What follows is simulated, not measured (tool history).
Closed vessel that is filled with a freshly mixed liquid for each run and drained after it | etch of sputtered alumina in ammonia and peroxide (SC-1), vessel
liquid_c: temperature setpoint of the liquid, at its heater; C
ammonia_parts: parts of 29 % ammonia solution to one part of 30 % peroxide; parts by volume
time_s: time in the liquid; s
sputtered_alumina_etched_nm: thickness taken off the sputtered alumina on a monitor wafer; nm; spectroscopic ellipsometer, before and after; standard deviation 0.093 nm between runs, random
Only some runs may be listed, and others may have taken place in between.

run,day,liquid_c,ammonia_parts,time_s,sputtered_alumina_etched_nm
1,0,55,0.5,170,7.1247
2,0.125,57.5,0.5,170,8.1999
3,0.271,62,0.5,170,10.255
4,0.583,63,0.5,170,10.751
5,0.742,63,0.65,170,10.993
6,0.992,63.5,0.65,170,11.259
7,1.242,64,0.65,170,11.544
8,1.533,64.5,0.65,170,11.798

What does the tool deliver on the next run?
9,1.646,65,0.65,170,?

Run 9 produced sputtered_alumina_etched_nm 12.279 nm.
